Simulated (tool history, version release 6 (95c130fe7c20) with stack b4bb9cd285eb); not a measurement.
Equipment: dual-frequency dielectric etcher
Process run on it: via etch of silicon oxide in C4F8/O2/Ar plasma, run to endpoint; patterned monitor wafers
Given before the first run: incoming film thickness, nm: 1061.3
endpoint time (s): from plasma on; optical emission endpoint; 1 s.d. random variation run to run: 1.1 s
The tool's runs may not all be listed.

| run | hour | source power (W) | bias power (W) | endpoint time (s) |
|---|---|---|---|---|
| 1 | 0.0 | 2640 | 2281 | 168.68 |
| 2 | 7.7 | 2470 | 2248 | 175.76 |
| 3 | 11.5 | 2470 | 2563 | 165.88 |
| 4 | 18.4 | 2290 | 2536 | 173.46 |
| 5 | 23.6 | 2190 | 2523 | 177.38 |
| 6 | 26.7 | 2190 | 2684 | 175.21 |

Forecast run 7:
| 7 | 34.1 | 2110 | 2671 | ? |

Run 7 yielded endpoint time (s) 178.04.
